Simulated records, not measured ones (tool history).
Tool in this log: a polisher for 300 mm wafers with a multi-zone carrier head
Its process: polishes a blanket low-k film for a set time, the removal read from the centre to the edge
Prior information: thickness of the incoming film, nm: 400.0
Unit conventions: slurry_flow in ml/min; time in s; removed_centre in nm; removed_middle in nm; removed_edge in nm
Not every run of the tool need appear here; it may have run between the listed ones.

run 1 hour=0.0 | slurry_flow=285 centre_zone=1.00 middle_zone=1.00 edge_zone=1.00 slurry_solids=1.00 time=50 | removed_centre=22.071 removed_middle=21.664 removed_edge=24.147
run 2 hour=4.9 | slurry_flow=285 centre_zone=0.99 middle_zone=0.97 edge_zone=0.97 slurry_solids=0.90 time=50 | removed_centre=20.312 removed_middle=20.112 removed_edge=21.970
run 3 hour=7.6 | slurry_flow=280 centre_zone=0.99 middle_zone=0.94 edge_zone=0.97 slurry_solids=0.85 time=50 | removed_centre=19.846 removed_middle=18.657 removed_edge=21.384
run 4 hour=11.9 | slurry_flow=275 centre_zone=0.98 middle_zone=0.92 edge_zone=0.94 slurry_solids=0.85 time=50 | removed_centre=19.649 removed_middle=18.081 removed_edge=20.794
run 5 hour=17.7 | slurry_flow=275 centre_zone=0.98 middle_zone=0.92 edge_zone=0.94 slurry_solids=0.85 time=60 | removed_centre=23.147 removed_middle=21.481 removed_edge=25.206
run 6 hour=24.2 | slurry_flow=275 centre_zone=0.97 middle_zone=0.90 edge_zone=0.92 slurry_solids=0.80 time=59 | removed_centre=21.380 removed_middle=20.261 removed_edge=23.124

Predict the results of run 7:
run 7 hour=28.0 | slurry_flow=260 centre_zone=0.96 middle_zone=0.88 edge_zone=0.91 slurry_solids=0.75 time=59 | removed_centre=? removed_middle=? removed_edge=?

Run 7 measured removed_centre 20.225 nm, removed_middle 19.138 nm, removed_edge 21.936 nm.
